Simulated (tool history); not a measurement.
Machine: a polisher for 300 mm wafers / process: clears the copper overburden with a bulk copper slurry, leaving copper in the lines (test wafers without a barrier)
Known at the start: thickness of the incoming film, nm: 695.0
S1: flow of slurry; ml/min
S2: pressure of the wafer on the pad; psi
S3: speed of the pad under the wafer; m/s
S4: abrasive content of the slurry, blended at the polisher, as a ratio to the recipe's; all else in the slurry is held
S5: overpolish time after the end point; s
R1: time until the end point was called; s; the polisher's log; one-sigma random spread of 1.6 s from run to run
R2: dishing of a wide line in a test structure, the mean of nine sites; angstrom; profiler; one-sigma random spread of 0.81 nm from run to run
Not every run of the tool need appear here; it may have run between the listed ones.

run  hour   S1   S2    S3   S4  S5      R1      R2
  1   0.0  310  1.8  0.90  1.0  16  171.61  442.72
  2   5.0  310  1.8  0.90  0.8  16  181.27  431.15
  3   7.6  310  1.8  0.74  0.8  16  216.76  380.64
  4  13.3  310  1.9  0.74  0.8  18  205.37  424.77
  5  14.9  310  1.9  0.74  0.7  18  212.13  417.00
  6  22.5  245  1.9  0.74  0.7  18  216.53  420.08
  7  27.4  250  2.0  0.74  0.7  19  204.23  451.85

Run 8, settings as shown, results not yet in. Your forecast:
     32.0  -- slurry blender recalibrated
  8  32.0  255  2.2  0.74  0.7  22   ?   ?

{"run 8": {"R1": 173.33, "R2": 560.89}}

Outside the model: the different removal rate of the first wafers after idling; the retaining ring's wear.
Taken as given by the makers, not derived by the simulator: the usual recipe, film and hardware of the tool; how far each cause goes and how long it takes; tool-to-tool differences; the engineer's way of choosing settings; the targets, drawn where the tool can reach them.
